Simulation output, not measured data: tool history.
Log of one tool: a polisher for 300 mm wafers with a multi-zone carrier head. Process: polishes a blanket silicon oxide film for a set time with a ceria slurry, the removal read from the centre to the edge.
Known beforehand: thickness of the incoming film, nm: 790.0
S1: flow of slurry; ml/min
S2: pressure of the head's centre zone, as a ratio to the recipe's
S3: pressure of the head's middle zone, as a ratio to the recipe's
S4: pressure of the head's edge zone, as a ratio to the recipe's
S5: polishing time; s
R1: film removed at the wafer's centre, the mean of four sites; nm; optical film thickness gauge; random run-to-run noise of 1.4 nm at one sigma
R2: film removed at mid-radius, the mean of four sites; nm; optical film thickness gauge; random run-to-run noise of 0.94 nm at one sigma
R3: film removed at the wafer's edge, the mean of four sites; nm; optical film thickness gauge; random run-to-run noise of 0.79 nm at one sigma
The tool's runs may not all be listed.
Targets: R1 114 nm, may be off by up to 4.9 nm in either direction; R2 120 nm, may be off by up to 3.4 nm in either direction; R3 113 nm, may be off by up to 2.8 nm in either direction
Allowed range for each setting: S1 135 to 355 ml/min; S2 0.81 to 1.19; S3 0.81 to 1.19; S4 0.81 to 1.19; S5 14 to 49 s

run  hour   S1    S2    S3    S4  S5      R1      R2      R3
  1     0  225     1     1     1  31  122.81  125.99  122.79
  2   4.6  225  0.96     1     1  31  118.66  126.46  121.71
  3   5.9  225  0.96  1.07     1  31  119.57  134.37  120.65
  4  12.3  210  0.96  1.05  0.98  31  118.11  128.67  118.87
  5    15  195  0.96  1.05  0.97  31  115.79  127.47  116.66
  6  17.3  185  0.97  1.04  0.96  31  115.03  127.12  116.52
  7  23.4  185  0.97  1.04  0.96  31  113.32  125.12  118.08
  8  30.3  190  0.98  1.03  0.93  31  117.68  126.26  116.44

Of the 4 settings listed for the next run, only one would bring every result within its allowed miss of target. Which one?
  A  37.2  140     1  1.02  0.91  32   ?   ?   ?
  B  37.2  230  0.89  0.97  0.82  33   ?   ?   ?
  C  37.2  135  0.87  0.94  0.98  34   ?   ?   ?
  D  37.2  230  0.93  1.12  0.89  29   ?   ?   ?

move      R1      R2      R3
   A  114.53   120.1  113.22
   B  115.68  129.54  119.97
   C  104.68   118.2  123.04
   D  106.38  128.59  108.27
A: all results land within tolerance of their targets
B: lands further from the targets than the last run did
C: puts the biggest miss on target and leaves a different result outside tolerance
D: lands further from the targets than the last run did
Go with A: it meets all targets.
